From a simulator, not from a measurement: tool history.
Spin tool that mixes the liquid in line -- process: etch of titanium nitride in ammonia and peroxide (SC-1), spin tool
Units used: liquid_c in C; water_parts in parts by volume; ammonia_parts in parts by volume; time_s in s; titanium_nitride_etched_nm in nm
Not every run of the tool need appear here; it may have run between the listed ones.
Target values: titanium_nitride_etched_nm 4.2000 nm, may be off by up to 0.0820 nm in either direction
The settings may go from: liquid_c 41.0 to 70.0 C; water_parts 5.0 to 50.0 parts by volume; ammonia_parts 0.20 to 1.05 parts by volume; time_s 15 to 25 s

Run 1, day 0.000: liquid_c 57.0 C, water_parts 27.5 parts by volume, ammonia_parts 0.55 parts by volume, time_s 25 s. Result: titanium_nitride_etched_nm 1.9098 nm.
Run 2, day 0.258: liquid_c 60.5 C, water_parts 27.5 parts by volume, ammonia_parts 0.55 parts by volume, time_s 25 s. Result: titanium_nitride_etched_nm 2.4493 nm.
Run 3, day 0.483: liquid_c 63.5 C, water_parts 27.5 parts by volume, ammonia_parts 0.55 parts by volume, time_s 25 s. Result: titanium_nitride_etched_nm 2.9475 nm.
Run 4, day 0.654: liquid_c 65.0 C, water_parts 27.5 parts by volume, ammonia_parts 0.55 parts by volume, time_s 25 s. Result: titanium_nitride_etched_nm 3.2303 nm.
Run 5, day 0.854: liquid_c 66.0 C, water_parts 27.5 parts by volume, ammonia_parts 0.55 parts by volume, time_s 25 s. Result: titanium_nitride_etched_nm 3.4354 nm.
Run 6, day 1.133: liquid_c 66.0 C, water_parts 27.5 parts by volume, ammonia_parts 0.45 parts by volume, time_s 25 s. Result: titanium_nitride_etched_nm 3.3536 nm.
Run 7, day 1.425: liquid_c 67.0 C, water_parts 27.5 parts by volume, ammonia_parts 0.45 parts by volume, time_s 25 s. Result: titanium_nitride_etched_nm 3.5401 nm.
Run 8, day 1.742: liquid_c 67.5 C, water_parts 27.5 parts by volume, ammonia_parts 0.45 parts by volume, time_s 25 s. Result: titanium_nitride_etched_nm 3.6788 nm.
Run 9, day 1.804: liquid_c 68.0 C, water_parts 27.5 parts by volume, ammonia_parts 0.45 parts by volume, time_s 25 s. Result: titanium_nitride_etched_nm 3.7681 nm.
Run 10, day 2.154: liquid_c 68.5 C, water_parts 27.5 parts by volume, ammonia_parts 0.45 parts by volume, time_s 25 s. Result: titanium_nitride_etched_nm 3.8532 nm.

Which of these 4 next moves meets every target?
Run A, day 2.504: liquid_c 65.5 C, water_parts 26.5 parts by volume, ammonia_parts 0.50 parts by volume, time_s 25 s. Result: titanium_nitride_etched_nm ?.
Run B, day 2.504: liquid_c 66.0 C, water_parts 22.5 parts by volume, ammonia_parts 0.60 parts by volume, time_s 25 s. Result: titanium_nitride_etched_nm ?.
Run C, day 2.504: liquid_c 67.5 C, water_parts 25.5 parts by volume, ammonia_parts 0.60 parts by volume, time_s 25 s. Result: titanium_nitride_etched_nm ?.
Run D, day 2.504: liquid_c 69.0 C, water_parts 29.5 parts by volume, ammonia_parts 0.70 parts by volume, time_s 25 s. Result: titanium_nitride_etched_nm ?.

move  titanium_nitride_etched_nm
   A                      3.3685
   B                      3.9456
   C                      4.0418
   D                      4.2065
A: lands further from the targets than the last run did
B: closer than the last run, but not yet in spec
C: closer than the last run, but not yet in spec
D: meets every target
D is the move that brings every result within its allowed miss.
